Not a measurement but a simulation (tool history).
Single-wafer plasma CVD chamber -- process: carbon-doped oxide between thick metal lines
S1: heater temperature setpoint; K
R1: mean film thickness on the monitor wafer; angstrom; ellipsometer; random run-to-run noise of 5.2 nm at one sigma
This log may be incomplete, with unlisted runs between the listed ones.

run 1 hour=0.0 | S1=618.15 chamber_pressure_(Torr)=6.72 RF_power_(W)=670 deposition_time_(s)=164 | R1=11006
run 2 hour=6.6 | S1=619.15 chamber_pressure_(Torr)=6.65 RF_power_(W)=640 deposition_time_(s)=163 | R1=10445
run 3 hour=14.9 | S1=615.15 chamber_pressure_(Torr)=6.65 RF_power_(W)=640 deposition_time_(s)=163 | R1=10542
run 4 hour=21.4 | S1=615.15 chamber_pressure_(Torr)=6.65 RF_power_(W)=640 deposition_time_(s)=164 | R1=10569
run 5 hour=25.3 | S1=615.15 chamber_pressure_(Torr)=6.62 RF_power_(W)=620 deposition_time_(s)=163 | R1=10445
run 6 hour=29.2 | S1=619.15 chamber_pressure_(Torr)=6.62 RF_power_(W)=620 deposition_time_(s)=163 | R1=10251
run 7 hour=33.9 | S1=620.15 chamber_pressure_(Torr)=6.55 RF_power_(W)=610 deposition_time_(s)=163 | R1=10024

Run 8 is up next; what results do you expect?
run 8 hour=36.6 | S1=620.15 chamber_pressure_(Torr)=6.55 RF_power_(W)=610 deposition_time_(s)=163 | R1=?

{"run 8": {"R1": 10022}}

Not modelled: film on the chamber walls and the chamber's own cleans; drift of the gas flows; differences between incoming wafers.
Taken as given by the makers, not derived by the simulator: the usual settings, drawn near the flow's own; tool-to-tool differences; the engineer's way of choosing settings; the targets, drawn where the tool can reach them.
